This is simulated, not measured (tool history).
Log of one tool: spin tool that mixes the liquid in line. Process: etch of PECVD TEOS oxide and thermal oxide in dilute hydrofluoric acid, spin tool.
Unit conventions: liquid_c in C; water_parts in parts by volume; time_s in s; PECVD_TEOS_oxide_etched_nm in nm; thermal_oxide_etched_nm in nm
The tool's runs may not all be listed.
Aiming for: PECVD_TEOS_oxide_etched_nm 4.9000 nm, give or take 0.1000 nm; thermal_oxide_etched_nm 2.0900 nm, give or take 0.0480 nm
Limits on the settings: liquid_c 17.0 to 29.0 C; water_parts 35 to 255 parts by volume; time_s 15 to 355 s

Run 1, hour 0.0: liquid_c 21.0 C, water_parts 145 parts by volume, time_s 180 s. Result: PECVD_TEOS_oxide_etched_nm 11.4810 nm, thermal_oxide_etched_nm 4.9655 nm.
Run 2, hour 6.2: liquid_c 17.5 C, water_parts 145 parts by volume, time_s 180 s. Result: PECVD_TEOS_oxide_etched_nm 10.0650 nm, thermal_oxide_etched_nm 4.2749 nm.
Run 3, hour 15.1: liquid_c 17.5 C, water_parts 160 parts by volume, time_s 180 s. Result: PECVD_TEOS_oxide_etched_nm 8.9141 nm, thermal_oxide_etched_nm 3.8187 nm.
Run 4, hour 21.6: liquid_c 17.5 C, water_parts 175 parts by volume, time_s 180 s. Result: PECVD_TEOS_oxide_etched_nm 8.1221 nm, thermal_oxide_etched_nm 3.4489 nm.
Run 5, hour 26.6: liquid_c 17.0 C, water_parts 175 parts by volume, time_s 180 s. Result: PECVD_TEOS_oxide_etched_nm 7.9608 nm, thermal_oxide_etched_nm 3.3211 nm.
Run 6, hour 32.1: liquid_c 17.0 C, water_parts 145 parts by volume, time_s 180 s. Result: PECVD_TEOS_oxide_etched_nm 9.8099 nm, thermal_oxide_etched_nm 4.2128 nm.
Run 7, hour 41.2: liquid_c 17.0 C, water_parts 165 parts by volume, time_s 180 s. Result: PECVD_TEOS_oxide_etched_nm 8.4366 nm, thermal_oxide_etched_nm 3.5712 nm.
Run 8, hour 47.3: liquid_c 17.0 C, water_parts 180 parts by volume, time_s 180 s. Result: PECVD_TEOS_oxide_etched_nm 7.6696 nm, thermal_oxide_etched_nm 3.2638 nm.
Run 9, hour 54.7: liquid_c 17.0 C, water_parts 190 parts by volume, time_s 180 s. Result: PECVD_TEOS_oxide_etched_nm 7.2403 nm, thermal_oxide_etched_nm 3.0732 nm.

5 candidate next runs follow, results not yet known. Just one meets every target within its allowed miss. Identify it.
Run A, hour 62.1: liquid_c 17.5 C, water_parts 255 parts by volume, time_s 180 s. Result: PECVD_TEOS_oxide_etched_nm ?, thermal_oxide_etched_nm ?.
Run B, hour 62.1: liquid_c 18.5 C, water_parts 215 parts by volume, time_s 140 s. Result: PECVD_TEOS_oxide_etched_nm ?, thermal_oxide_etched_nm ?.
Run C, hour 62.1: liquid_c 17.0 C, water_parts 235 parts by volume, time_s 165 s. Result: PECVD_TEOS_oxide_etched_nm ?, thermal_oxide_etched_nm ?.
Run D, hour 62.1: liquid_c 19.5 C, water_parts 230 parts by volume, time_s 145 s. Result: PECVD_TEOS_oxide_etched_nm ?, thermal_oxide_etched_nm ?.
Run E, hour 62.1: liquid_c 19.5 C, water_parts 255 parts by volume, time_s 160 s. Result: PECVD_TEOS_oxide_etched_nm ?, thermal_oxide_etched_nm ?.

move  PECVD_TEOS_oxide_etched_nm  thermal_oxide_etched_nm
   A                      5.1244                   2.2018
   B                      5.0949                   2.1892
   C                      5.0880                   2.1862
   D                      5.0550                   2.1720
   E                      4.9155                   2.1121
A: better than the last run, though not everything is in spec
B: better than the last run, though not everything is in spec
C: better than the last run, though not everything is in spec
D: better than the last run, though not everything is in spec
E: hits every target within its allowed miss
So the answer is move E, the one that meets all the targets.
